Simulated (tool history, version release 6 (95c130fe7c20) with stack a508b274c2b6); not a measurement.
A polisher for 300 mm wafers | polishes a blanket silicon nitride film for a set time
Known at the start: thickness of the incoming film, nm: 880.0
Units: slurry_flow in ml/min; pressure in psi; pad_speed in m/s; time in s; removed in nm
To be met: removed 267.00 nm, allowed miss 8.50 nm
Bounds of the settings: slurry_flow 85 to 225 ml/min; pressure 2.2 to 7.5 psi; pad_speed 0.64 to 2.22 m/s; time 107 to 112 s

run,day,slurry_flow,pressure,pad_speed,time,removed
1,0.000,145,4.8,1.42,107,357.04
2,0.317,140,4.6,1.42,107,341.72
3,0.388,140,4.4,1.42,107,335.83
4,0.617,140,4.4,1.42,107,335.02
5,0.812,140,4.2,1.42,107,312.80
6,1.133,140,4.7,1.42,107,355.10
7,1.379,140,4.5,1.42,107,336.45
8,1.529,140,4.3,1.42,107,321.87
9,1.750,120,3.4,1.40,107,255.29
# day 2.117: head pressure recalibrated
10,2.117,135,3.6,1.40,107,248.22
11,2.458,130,3.6,1.40,107,252.15

5 next moves are on the table. One of them brings every result within its allowed miss. Which?
A,2.800,155,3.7,1.44,107,?
B,2.800,120,2.7,1.72,107,?
C,2.800,130,3.8,1.50,110,?
D,2.800,150,3.0,1.52,107,?
E,2.800,100,4.7,1.04,107,?

move,removed
A,269.32
B,229.46
C,286.59
D,233.64
E,242.90
A: meets every target
B: further off than the last run
C: takes the result that was furthest off past its target
D: further off than the last run
E: further off than the last run
Answer: A
